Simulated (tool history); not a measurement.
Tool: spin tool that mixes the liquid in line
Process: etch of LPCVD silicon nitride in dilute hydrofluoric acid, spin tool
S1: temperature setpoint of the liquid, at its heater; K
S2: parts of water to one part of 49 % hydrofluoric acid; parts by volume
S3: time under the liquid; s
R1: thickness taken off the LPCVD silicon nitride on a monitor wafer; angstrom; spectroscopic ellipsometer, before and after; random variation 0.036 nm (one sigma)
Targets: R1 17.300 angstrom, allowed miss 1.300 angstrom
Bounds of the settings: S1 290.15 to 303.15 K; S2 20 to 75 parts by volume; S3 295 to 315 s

Run 1, day 0.000: S1 295.15 K, S2 45 parts by volume, S3 295 s. Result: R1 29.127 angstrom.
Run 2, day 0.221: S1 295.15 K, S2 45 parts by volume, S3 315 s. Result: R1 31.697 angstrom.
Run 3, day 0.500: S1 293.65 K, S2 50 parts by volume, S3 315 s. Result: R1 26.135 angstrom.
Run 4, day 0.688: S1 293.65 K, S2 50 parts by volume, S3 315 s. Result: R1 24.883 angstrom.
Run 5, day 0.742: S1 293.65 K, S2 50 parts by volume, S3 295 s. Result: R1 24.034 angstrom.
Run 6, day 0.929: S1 293.65 K, S2 50 parts by volume, S3 315 s. Result: R1 26.723 angstrom.
Run 7, day 1.279: S1 292.65 K, S2 55 parts by volume, S3 315 s. Result: R1 21.377 angstrom.
Run 8, day 1.550: S1 292.15 K, S2 55 parts by volume, S3 315 s. Result: R1 21.558 angstrom.
Run 9, day 1.700: S1 291.65 K, S2 55 parts by volume, S3 315 s. Result: R1 19.872 angstrom.
Run 10, day 1.875: S1 291.15 K, S2 55 parts by volume, S3 315 s. Result: R1 19.593 angstrom.

5 next moves are on the table. One of them brings every result within its allowed miss. Which?
Run A, day 2.050: S1 293.65 K, S2 60 parts by volume, S3 305 s. Result: R1 ?.
Run B, day 2.050: S1 291.65 K, S2 60 parts by volume, S3 295 s. Result: R1 ?.
Run C, day 2.050: S1 290.65 K, S2 50 parts by volume, S3 315 s. Result: R1 ?.
Run D, day 2.050: S1 290.15 K, S2 40 parts by volume, S3 315 s. Result: R1 ?.
Run E, day 2.050: S1 290.65 K, S2 70 parts by volume, S3 315 s. Result: R1 ?.

move      R1
   A  21.208
   B  17.853
   C  21.206
   D  25.396
   E  15.301
A: further off than the last run
B: meets every target
C: further off than the last run
D: further off than the last run
E: takes the result that was furthest off past its target
The right move is B.
